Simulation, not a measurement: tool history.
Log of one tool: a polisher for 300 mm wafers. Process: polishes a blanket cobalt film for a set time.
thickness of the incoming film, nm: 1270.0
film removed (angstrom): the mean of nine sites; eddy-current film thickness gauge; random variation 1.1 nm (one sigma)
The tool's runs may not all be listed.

run  hour  flow of slurry (ml/min)  pressure of the wafer on the pad (kPa)  speed of the pad under the wafer (m/s)  polishing time (s)  film removed (angstrom)
  1     0                      185                                    16.5                                    0.84                  33                   1732.2
  2   4.3                      180                                    15.9                                    0.84                  33                   1691.5
  3   9.5                      180                                    15.2                                    0.84                  33                   1585.7
  4  14.5                      180                                    15.2                                    0.84                  33                     1601
  5  20.5                      175                                    14.5                                    0.84                  33                   1514.5
  6  28.7                      175                                    14.5                                    0.66                  33                   1207.2
  7  31.9                      180                                    15.2                                    0.66                  33                   1252.6

Forecast run 8:
     36.2  -- worn pad replaced by a new one
  8  36.2                      180                                    15.9                                    0.66                  33                        ?

{"run 8": {"film removed (angstrom)": 1371}}

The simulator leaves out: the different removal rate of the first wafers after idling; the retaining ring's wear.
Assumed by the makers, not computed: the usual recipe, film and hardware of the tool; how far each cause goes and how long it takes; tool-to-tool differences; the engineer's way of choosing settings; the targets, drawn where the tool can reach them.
